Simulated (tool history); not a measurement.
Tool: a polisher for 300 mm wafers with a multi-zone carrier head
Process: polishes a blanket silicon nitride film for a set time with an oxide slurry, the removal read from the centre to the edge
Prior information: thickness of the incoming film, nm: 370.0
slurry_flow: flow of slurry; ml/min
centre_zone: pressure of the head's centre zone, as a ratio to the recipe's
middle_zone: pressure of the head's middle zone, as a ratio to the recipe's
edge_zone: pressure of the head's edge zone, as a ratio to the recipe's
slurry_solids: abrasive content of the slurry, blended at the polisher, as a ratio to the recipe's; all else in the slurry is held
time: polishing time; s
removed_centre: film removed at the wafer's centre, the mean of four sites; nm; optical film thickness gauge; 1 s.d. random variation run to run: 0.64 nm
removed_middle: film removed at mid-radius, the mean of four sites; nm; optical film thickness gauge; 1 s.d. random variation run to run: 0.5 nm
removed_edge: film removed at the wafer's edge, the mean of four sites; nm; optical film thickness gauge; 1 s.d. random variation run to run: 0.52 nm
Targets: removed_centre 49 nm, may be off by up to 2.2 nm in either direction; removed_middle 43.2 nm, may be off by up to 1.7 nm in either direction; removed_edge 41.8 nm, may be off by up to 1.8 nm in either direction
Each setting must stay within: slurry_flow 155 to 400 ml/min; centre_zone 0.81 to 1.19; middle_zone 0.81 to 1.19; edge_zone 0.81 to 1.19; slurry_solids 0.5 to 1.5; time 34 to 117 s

| run | hour | slurry_flow | centre_zone | middle_zone | edge_zone | slurry_solids | time | removed_centre | removed_middle | removed_edge |
|---|---|---|---|---|---|---|---|---|---|---|
| 1 | 0 | 255 | 1 | 1 | 1 | 1 | 75 | 36.286 | 34.837 | 34.994 |
| 2 | 4.6 | 260 | 1.03 | 1.02 | 1.02 | 1.05 | 75 | 37.68 | 36.547 | 37.202 |
| 3 | 10.5 | 260 | 1.03 | 1.02 | 1.02 | 1.05 | 91 | 46.112 | 43.884 | 45.348 |
| 4 | 19 | 260 | 1.03 | 1.02 | 1.02 | 1.05 | 74 | 37.103 | 35.716 | 36.835 |
| 5 | 27.4 | 260 | 1.03 | 0.94 | 1.02 | 1.05 | 74 | 37.815 | 33.55 | 35.772 |
| 6 | 34.1 | 265 | 1.06 | 0.97 | 1 | 1.1 | 74 | 38.238 | 34.576 | 36.047 |
| 7 | 38.9 | 270 | 1.09 | 0.97 | 0.97 | 1.2 | 76 | 41.02 | 37.055 | 38.248 |
| 8 | 43.5 | 270 | 1.09 | 0.97 | 0.97 | 1.2 | 76 | 41.917 | 37.024 | 37.801 |
| 9 | 44.6 | 275 | 1.11 | 0.98 | 0.96 | 1.25 | 76 | 42.232 | 36.588 | 38.478 |
| 10 | 49.7 | 275 | 1.12 | 1 | 0.93 | 1.3 | 78 | 43.934 | 39.472 | 39.364 |

Below are 5 possible settings for the next run. Only one of them brings all results inside the allowed miss of their targets. Which is it?
| A | 54.8 | 245 | 1.17 | 1.03 | 0.91 | 1.25 | 86 | ? | ? | ? |
| B | 54.8 | 255 | 1 | 1.06 | 0.93 | 1.2 | 73 | ? | ? | ? |
| C | 54.8 | 205 | 1.15 | 1.15 | 0.81 | 1.45 | 79 | ? | ? | ? |
| D | 54.8 | 275 | 0.97 | 1.01 | 0.91 | 1.4 | 72 | ? | ? | ? |
| E | 54.8 | 160 | 1.05 | 1.13 | 0.81 | 1.15 | 85 | ? | ? | ? |

| move | removed_centre | removed_middle | removed_edge |
|---|---|---|---|
| A | 49.807 | 43.939 | 41.64 |
| B | 37.22 | 37.895 | 35.39 |
| C | 46.145 | 45.12 | 37.275 |
| D | 37.705 | 37.794 | 36.253 |
| E | 42.235 | 43.84 | 36.979 |
A: every result within its allowed miss
B: the biggest miss grows against the last run
C: the biggest miss grows against the last run
D: the biggest miss grows against the last run
E: the biggest miss grows against the last run
Answer: A
